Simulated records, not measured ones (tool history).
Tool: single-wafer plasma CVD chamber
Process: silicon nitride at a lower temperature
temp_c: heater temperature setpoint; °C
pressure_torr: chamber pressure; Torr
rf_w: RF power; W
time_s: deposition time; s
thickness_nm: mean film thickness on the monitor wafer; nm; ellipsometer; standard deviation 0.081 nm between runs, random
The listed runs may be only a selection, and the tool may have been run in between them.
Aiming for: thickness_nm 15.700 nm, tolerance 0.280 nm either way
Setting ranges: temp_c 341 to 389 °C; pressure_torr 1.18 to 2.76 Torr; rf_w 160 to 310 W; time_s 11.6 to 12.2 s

Run 1, hour 0.0: temp_c 365 °C, pressure_torr 1.97 Torr, rf_w 235 W, time_s 12.2 s. Result: thickness_nm 12.844 nm.
Run 2, hour 1.3: temp_c 365 °C, pressure_torr 2.08 Torr, rf_w 240 W, time_s 12.2 s. Result: thickness_nm 13.352 nm.
Run 3, hour 9.1: temp_c 365 °C, pressure_torr 2.18 Torr, rf_w 245 W, time_s 12.2 s. Result: thickness_nm 13.714 nm.
Run 4, hour 16.9: temp_c 365 °C, pressure_torr 2.27 Torr, rf_w 250 W, time_s 12.2 s. Result: thickness_nm 14.121 nm.
Run 5, hour 22.1: temp_c 365 °C, pressure_torr 2.34 Torr, rf_w 255 W, time_s 12.2 s. Result: thickness_nm 14.504 nm.
Run 6, hour 24.1: temp_c 360 °C, pressure_torr 2.34 Torr, rf_w 255 W, time_s 12.2 s. Result: thickness_nm 14.375 nm.
Run 7, hour 25.2: temp_c 360 °C, pressure_torr 2.41 Torr, rf_w 255 W, time_s 12.2 s. Result: thickness_nm 14.501 nm.
Run 8, hour 26.3: temp_c 360 °C, pressure_torr 2.47 Torr, rf_w 255 W, time_s 12.2 s. Result: thickness_nm 14.507 nm.
Run 9, hour 29.6: temp_c 360 °C, pressure_torr 2.52 Torr, rf_w 255 W, time_s 12.2 s. Result: thickness_nm 14.670 nm.

Which single option among these 5 for the next run brings every result within its allowed miss of target? Just one does.
Run A, hour 32.9: temp_c 359 °C, pressure_torr 2.59 Torr, rf_w 260 W, time_s 12.1 s. Result: thickness_nm ?.
Run B, hour 32.9: temp_c 361 °C, pressure_torr 2.46 Torr, rf_w 280 W, time_s 11.6 s. Result: thickness_nm ?.
Run C, hour 32.9: temp_c 358 °C, pressure_torr 2.37 Torr, rf_w 265 W, time_s 12.2 s. Result: thickness_nm ?.
Run D, hour 32.9: temp_c 352 °C, pressure_torr 2.52 Torr, rf_w 260 W, time_s 12.2 s. Result: thickness_nm ?.
Run E, hour 32.9: temp_c 362 °C, pressure_torr 2.75 Torr, rf_w 275 W, time_s 11.9 s. Result: thickness_nm ?.

move  thickness_nm
   A        14.877
   B        15.045
   C        14.978
   D        14.958
   E        15.533
A: nearer the targets than the last run, but a result is still out of spec
B: nearer the targets than the last run, but a result is still out of spec
C: nearer the targets than the last run, but a result is still out of spec
D: nearer the targets than the last run, but a result is still out of spec
E: meets every target
Go with E: it meets all targets.

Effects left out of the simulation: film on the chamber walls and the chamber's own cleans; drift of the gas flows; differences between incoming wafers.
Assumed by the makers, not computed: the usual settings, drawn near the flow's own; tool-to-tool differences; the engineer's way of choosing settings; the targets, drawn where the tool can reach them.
